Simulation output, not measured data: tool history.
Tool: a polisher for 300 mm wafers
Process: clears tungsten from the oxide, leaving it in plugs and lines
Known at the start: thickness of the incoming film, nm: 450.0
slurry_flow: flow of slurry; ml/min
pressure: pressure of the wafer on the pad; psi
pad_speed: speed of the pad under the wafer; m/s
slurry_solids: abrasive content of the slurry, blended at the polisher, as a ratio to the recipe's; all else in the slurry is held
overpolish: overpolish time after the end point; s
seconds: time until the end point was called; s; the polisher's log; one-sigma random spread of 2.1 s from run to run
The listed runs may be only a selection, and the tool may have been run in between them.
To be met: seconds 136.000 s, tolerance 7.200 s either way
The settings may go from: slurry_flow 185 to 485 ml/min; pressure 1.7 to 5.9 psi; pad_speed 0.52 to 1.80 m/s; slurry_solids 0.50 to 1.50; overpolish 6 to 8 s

run  hour  slurry_flow  pressure  pad_speed  slurry_solids  overpolish  seconds
  1   0.0          310       3.8       1.16           1.00           8   93.527
  2   6.2          310       3.3       1.16           1.00           8  103.350
  3  13.1          310       3.0       1.14           1.00           8  120.950
  4  19.1          310       3.0       1.14           0.85           8  122.970
  5  20.3          350       3.0       1.14           0.85           8  122.750
  6  26.0          350       3.7       1.14           0.85           8   99.741
  7  33.3          350       3.4       1.14           0.85           8  107.720
  8  35.7          350       3.2       1.14           0.85           8  115.430

Consider the 5 candidate settings below. Which is the only one whose results all fall within their allowed miss of target?
  A  38.1          325       3.2       1.12           0.85           7        ?
  B  38.1          295       3.5       1.24           0.90           6        ?
  C  38.1          360       3.8       1.28           0.90           8        ?
  D  38.1          395       3.4       0.82           0.75           8        ?
  E  38.1          255       3.4       1.54           0.85           8        ?

move  seconds
   A  115.390
   B   98.419
   C   87.381
   D  133.800
   E   89.936
A: no nearer and no further than the last run
B: the biggest miss grows against the last run
C: the biggest miss grows against the last run
D: all results in spec
E: the biggest miss grows against the last run
So the answer is move D, the one that meets all the targets.

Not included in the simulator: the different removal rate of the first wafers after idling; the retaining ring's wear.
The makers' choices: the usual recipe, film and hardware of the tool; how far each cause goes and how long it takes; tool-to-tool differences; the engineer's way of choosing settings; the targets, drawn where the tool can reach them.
